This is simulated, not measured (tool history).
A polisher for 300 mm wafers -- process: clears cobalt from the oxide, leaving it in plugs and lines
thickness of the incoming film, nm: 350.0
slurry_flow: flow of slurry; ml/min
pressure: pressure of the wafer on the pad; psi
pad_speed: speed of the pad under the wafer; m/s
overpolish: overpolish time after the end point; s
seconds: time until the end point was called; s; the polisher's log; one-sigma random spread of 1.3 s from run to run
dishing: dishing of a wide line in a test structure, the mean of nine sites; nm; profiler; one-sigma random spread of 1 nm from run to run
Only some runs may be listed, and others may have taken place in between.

| run | hour | slurry_flow | pressure | pad_speed | overpolish | seconds | dishing |
|---|---|---|---|---|---|---|---|
| 1 | 0 | 150 | 2 | 1.04 | 25 | 54.184 | 67.638 |
| 2 | 7.5 | 150 | 1.8 | 1.02 | 27 | 62.038 | 66.937 |
| 3 | 9.7 | 125 | 1.8 | 1.02 | 27 | 64.583 | 66.562 |
| 4 | 12.3 | 125 | 2.1 | 1.02 | 27 | 54.143 | 69.325 |
| 5 | 17.1 | 125 | 2.1 | 1.02 | 37 | 54.351 | 74.774 |
| 6 | 25.7 | 125 | 2.1 | 0.92 | 37 | 60.553 | 73.35 |

Run 7 comes next. What will it give?
| 7 | 32.1 | 125 | 2 | 0.92 | 34 | ? | ? |

{"run 7": {"seconds": 62.277, "dishing": 71.991}}
